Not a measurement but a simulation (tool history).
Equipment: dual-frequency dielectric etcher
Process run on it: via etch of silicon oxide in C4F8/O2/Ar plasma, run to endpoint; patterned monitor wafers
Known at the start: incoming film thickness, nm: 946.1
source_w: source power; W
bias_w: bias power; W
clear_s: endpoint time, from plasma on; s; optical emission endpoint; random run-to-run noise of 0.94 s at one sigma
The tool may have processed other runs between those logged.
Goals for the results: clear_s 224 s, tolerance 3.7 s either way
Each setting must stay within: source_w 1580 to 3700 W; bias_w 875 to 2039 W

{"run": 1, "day": 0.0, "source_w": 2640, "bias_w": 1457, "clear_s": 188.53}
{"run": 2, "day": 0.025, "source_w": 2430, "bias_w": 1430, "clear_s": 193.78}
{"run": 3, "day": 0.354, "source_w": 2250, "bias_w": 1373, "clear_s": 203.81}
{"run": 4, "day": 0.721, "source_w": 2140, "bias_w": 1364, "clear_s": 206.95}
{"run": 5, "day": 1.025, "source_w": 2330, "bias_w": 1364, "clear_s": 200.41}
{"run": 6, "day": 1.283, "source_w": 1970, "bias_w": 1364, "clear_s": 215.38}
{"run": 7, "day": 1.325, "source_w": 1930, "bias_w": 1361, "clear_s": 216.42}
{"run": 8, "day": 1.4, "source_w": 1890, "bias_w": 1358, "clear_s": 215.59}
{"run": 9, "day": 1.446, "source_w": 1840, "bias_w": 1354, "clear_s": 220.4}

Exactly one of the 4 candidate moves below puts every result within its allowed miss. Which one?
{"run": "A", "day": 1.492, "source_w": 1920, "bias_w": 1223, "clear_s": "?"}
{"run": "B", "day": 1.492, "source_w": 1670, "bias_w": 1577, "clear_s": "?"}
{"run": "C", "day": 1.492, "source_w": 1850, "bias_w": 1432, "clear_s": "?"}
{"run": "D", "day": 1.492, "source_w": 1720, "bias_w": 1508, "clear_s": "?"}

move=A clear_s=224.48
move=B clear_s=213.69
move=C clear_s=213.98
move=D clear_s=215.19
A: every result within its allowed miss
B: misses by more than the last run did
C: misses by more than the last run did
D: misses by more than the last run did
The move that meets every target is A.
